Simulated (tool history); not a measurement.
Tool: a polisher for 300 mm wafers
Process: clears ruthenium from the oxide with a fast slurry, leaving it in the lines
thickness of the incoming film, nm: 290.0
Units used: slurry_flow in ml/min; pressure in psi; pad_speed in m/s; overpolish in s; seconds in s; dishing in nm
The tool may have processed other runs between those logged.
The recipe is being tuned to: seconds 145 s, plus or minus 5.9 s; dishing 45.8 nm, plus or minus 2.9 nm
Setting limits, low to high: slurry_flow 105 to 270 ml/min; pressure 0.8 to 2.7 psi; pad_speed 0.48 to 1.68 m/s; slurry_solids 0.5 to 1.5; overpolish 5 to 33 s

run  hour  slurry_flow  pressure  pad_speed  slurry_solids  overpolish  seconds  dishing
  1     0          175       1.7       1.08              1          17    107.9   37.925
  2   0.7          175       1.7       0.84              1          17   136.88   30.916
  3   7.8          175       1.3       0.84              1          17   176.76   23.676
  4   8.5          175       1.3       0.84            1.2          17   166.11   25.759
  5   9.3          175       1.3       0.84           1.05          17    173.9   24.555
  6  10.8          175       1.3       0.84           1.05          14   176.26   20.297
  7    18          175       1.3       0.84           1.05          16   170.43   23.336
  8  19.8          175       1.4       0.84           1.05          18   165.27   28.633
  9  27.2          175       1.4       0.84           1.05          19   161.67    28.78
 10  28.5          175       1.4       0.84           1.05          21    161.8   32.988
 11  33.3          175       1.4       0.84           1.05          22    162.5     34.2
 12  39.5          175       1.4       0.84           1.05          23   160.75   34.213
 13  43.8          175       1.4       0.84           1.05          24   157.37   35.948
 14  50.1          175       1.4       0.84           1.05          25   157.37   36.642
 15  57.8          175       1.4       0.84           1.05          26    162.1   37.641
 16  65.1          175       1.4       0.84           1.05          26   164.67   38.493

Which one of the following 4 next-run settings gets every result inside its allowed miss? There is exactly one.
  A  72.4          200       1.5       0.86            1.1          28        ?        ?
  B  72.4          195       1.4          1           1.15          17        ?        ?
  C  72.4          150       0.9        1.3           0.95          19        ?        ?
  D  72.4          160       1.6        0.7            0.9          29        ?        ?

move  seconds  dishing
   A   143.87   45.141
   B   131.45    30.91
   C    170.8   26.811
   D   180.62   37.826
A: meets every target
B: carries the result that was furthest off beyond its target, to the other side
C: misses by more than the last run did
D: misses by more than the last run did
Correct choice: A, which meets every target
